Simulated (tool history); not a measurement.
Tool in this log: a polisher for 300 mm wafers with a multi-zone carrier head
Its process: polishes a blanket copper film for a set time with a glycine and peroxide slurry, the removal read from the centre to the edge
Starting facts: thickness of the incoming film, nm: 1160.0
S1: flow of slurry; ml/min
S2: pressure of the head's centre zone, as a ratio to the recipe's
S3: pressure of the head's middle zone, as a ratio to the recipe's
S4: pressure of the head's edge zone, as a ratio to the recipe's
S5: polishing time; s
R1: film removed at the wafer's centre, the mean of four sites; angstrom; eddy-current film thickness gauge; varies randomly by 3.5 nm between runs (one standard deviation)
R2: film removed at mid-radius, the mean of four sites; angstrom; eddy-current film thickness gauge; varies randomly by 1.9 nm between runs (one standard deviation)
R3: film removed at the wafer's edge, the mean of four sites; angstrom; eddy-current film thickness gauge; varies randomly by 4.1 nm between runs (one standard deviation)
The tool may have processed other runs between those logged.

| run | hour | S1 | S2 | S3 | S4 | S5 | R1 | R2 | R3 |
|---|---|---|---|---|---|---|---|---|---|
| 1 | 0 | 295 | 1 | 1 | 1 | 50 | 3577 | 3459.4 | 3526.9 |
| 2 | 8.1 | 295 | 1 | 1 | 0.93 | 50 | 3613.7 | 3526.3 | 3433.7 |
| 3 | 15.2 | 295 | 0.96 | 1 | 0.93 | 50 | 3483.4 | 3479.9 | 3371.1 |
| 4 | 22.9 | 260 | 0.96 | 1 | 0.93 | 50 | 3415.8 | 3468.2 | 3374.2 |
| 5 | 30.5 | 265 | 0.97 | 0.98 | 0.94 | 49 | 3312 | 3312 | 3305.3 |
| 6 | 35.3 | 275 | 0.98 | 0.96 | 0.94 | 48 | 3312.3 | 3212.6 | 3241.2 |
| 7 | 40.1 | 275 | 0.98 | 0.96 | 0.94 | 48 | 3313.9 | 3179 | 3311.2 |
| 8 | 41.4 | 280 | 0.99 | 0.95 | 0.93 | 47 | 3355.5 | 3178.5 | 3188.8 |
| 9 | 47.5 | 215 | 1.01 | 0.85 | 1.03 | 39 | 2703.5 | 2302.9 | 2721.5 |

The next listed run, before its measurement:
| 10 | 49.6 | 220 | 1.01 | 0.85 | 1.03 | 39 | ? | ? | ? |

R1: 2676.4 angstrom
R2: 2307.8 angstrom
R3: 2790.4 angstrom

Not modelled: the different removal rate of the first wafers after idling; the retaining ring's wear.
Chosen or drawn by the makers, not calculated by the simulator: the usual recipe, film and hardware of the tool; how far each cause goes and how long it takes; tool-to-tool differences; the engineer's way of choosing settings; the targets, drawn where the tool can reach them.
